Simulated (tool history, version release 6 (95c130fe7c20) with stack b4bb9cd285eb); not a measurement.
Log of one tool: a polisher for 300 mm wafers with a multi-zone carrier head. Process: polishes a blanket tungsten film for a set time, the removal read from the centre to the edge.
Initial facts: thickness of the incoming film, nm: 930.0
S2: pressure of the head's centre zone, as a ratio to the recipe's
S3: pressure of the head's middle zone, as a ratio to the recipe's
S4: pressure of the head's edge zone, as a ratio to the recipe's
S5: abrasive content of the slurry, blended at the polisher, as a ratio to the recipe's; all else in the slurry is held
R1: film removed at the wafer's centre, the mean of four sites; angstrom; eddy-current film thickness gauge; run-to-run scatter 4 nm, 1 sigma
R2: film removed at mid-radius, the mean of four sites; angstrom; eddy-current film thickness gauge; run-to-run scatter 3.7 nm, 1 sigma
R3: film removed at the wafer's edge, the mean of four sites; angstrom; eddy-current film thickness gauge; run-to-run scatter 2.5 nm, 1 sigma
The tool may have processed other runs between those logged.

{"run": 1, "hour": 0.0, "flow of slurry (ml/min)": 300, "S2": 1.0, "S3": 1.0, "S4": 1.0, "S5": 1.0, "polishing time (s)": 62, "R1": 2296.8, "R2": 2198.8, "R3": 2274.0}
{"run": 2, "hour": 5.8, "flow of slurry (ml/min)": 305, "S2": 1.01, "S3": 1.03, "S4": 1.0, "S5": 1.05, "polishing time (s)": 62, "R1": 2289.3, "R2": 2336.3, "R3": 2293.7}
{"run": 3, "hour": 11.3, "flow of slurry (ml/min)": 310, "S2": 1.03, "S3": 1.04, "S4": 1.01, "S5": 1.1, "polishing time (s)": 63, "R1": 2407.9, "R2": 2407.7, "R3": 2369.1}
{"run": 4, "hour": 14.1, "flow of slurry (ml/min)": 310, "S2": 1.03, "S3": 1.0, "S4": 1.01, "S5": 1.1, "polishing time (s)": 63, "R1": 2392.8, "R2": 2315.8, "R3": 2345.8}
{"run": 5, "hour": 16.7, "flow of slurry (ml/min)": 310, "S2": 0.98, "S3": 1.0, "S4": 1.01, "S5": 1.1, "polishing time (s)": 63, "R1": 2323.2, "R2": 2329.8, "R3": 2351.6}
{"run": 6, "hour": 18.8, "flow of slurry (ml/min)": 310, "S2": 0.98, "S3": 1.08, "S4": 1.01, "S5": 1.1, "polishing time (s)": 63, "R1": 2279.7, "R2": 2457.2, "R3": 2382.3}

Expected results for the next run?
{"run": 7, "hour": 25.2, "flow of slurry (ml/min)": 315, "S2": 1.0, "S3": 1.09, "S4": 1.01, "S5": 1.15, "polishing time (s)": 64, "R1": "?", "R2": "?", "R3": "?"}

Run 7 came out at R1 2426.1 angstrom, R2 2609.4 angstrom, R3 2454.3 angstrom.

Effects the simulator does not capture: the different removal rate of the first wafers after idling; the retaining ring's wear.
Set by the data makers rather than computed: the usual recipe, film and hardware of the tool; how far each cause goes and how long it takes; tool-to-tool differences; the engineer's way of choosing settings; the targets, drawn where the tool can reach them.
